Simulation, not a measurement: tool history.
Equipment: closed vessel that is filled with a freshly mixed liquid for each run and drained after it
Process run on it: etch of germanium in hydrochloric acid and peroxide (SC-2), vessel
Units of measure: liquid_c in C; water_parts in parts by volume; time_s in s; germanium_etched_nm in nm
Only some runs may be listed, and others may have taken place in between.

{"run": 1, "day": 0.0, "liquid_c": 53, "water_parts": 6, "time_s": 85, "germanium_etched_nm": 269.83}
{"run": 2, "day": 0.117, "liquid_c": 53, "water_parts": 8, "time_s": 85, "germanium_etched_nm": 262.13}
{"run": 3, "day": 0.392, "liquid_c": 48.5, "water_parts": 8, "time_s": 85, "germanium_etched_nm": 234.06}
{"run": 4, "day": 0.725, "liquid_c": 48.5, "water_parts": 8, "time_s": 85, "germanium_etched_nm": 227.1}
{"run": 5, "day": 0.996, "liquid_c": 48.5, "water_parts": 6, "time_s": 85, "germanium_etched_nm": 235.82}
{"run": 6, "day": 1.312, "liquid_c": 48.5, "water_parts": 4.5, "time_s": 85, "germanium_etched_nm": 234.87}
{"run": 7, "day": 1.529, "liquid_c": 53, "water_parts": 4.5, "time_s": 85, "germanium_etched_nm": 273.36}
{"run": 8, "day": 1.746, "liquid_c": 53, "water_parts": 4.5, "time_s": 85, "germanium_etched_nm": 268.37}
{"run": 9, "day": 2.071, "liquid_c": 56.5, "water_parts": 4.5, "time_s": 85, "germanium_etched_nm": 303.21}
{"run": 10, "day": 2.179, "liquid_c": 59, "water_parts": 4.5, "time_s": 85, "germanium_etched_nm": 328.89}
{"run": 11, "day": 2.467, "liquid_c": 61, "water_parts": 4.5, "time_s": 85, "germanium_etched_nm": 352.58}
{"run": 12, "day": 2.775, "liquid_c": 62.5, "water_parts": 4.5, "time_s": 85, "germanium_etched_nm": 367.53}
{"run": 13, "day": 3.138, "liquid_c": 63.5, "water_parts": 4.5, "time_s": 85, "germanium_etched_nm": 376.12}
{"run": 14, "day": 3.167, "liquid_c": 68.5, "water_parts": 4.5, "time_s": 85, "germanium_etched_nm": 435.55}

Forecast run 15:
{"day": 3.358, "done": "thermometer replaced"}
{"run": 15, "day": 3.358, "liquid_c": 68.5, "water_parts": 4.5, "time_s": 85, "germanium_etched_nm": "?"}

Logged for run 15: germanium_etched_nm 459.82 nm.

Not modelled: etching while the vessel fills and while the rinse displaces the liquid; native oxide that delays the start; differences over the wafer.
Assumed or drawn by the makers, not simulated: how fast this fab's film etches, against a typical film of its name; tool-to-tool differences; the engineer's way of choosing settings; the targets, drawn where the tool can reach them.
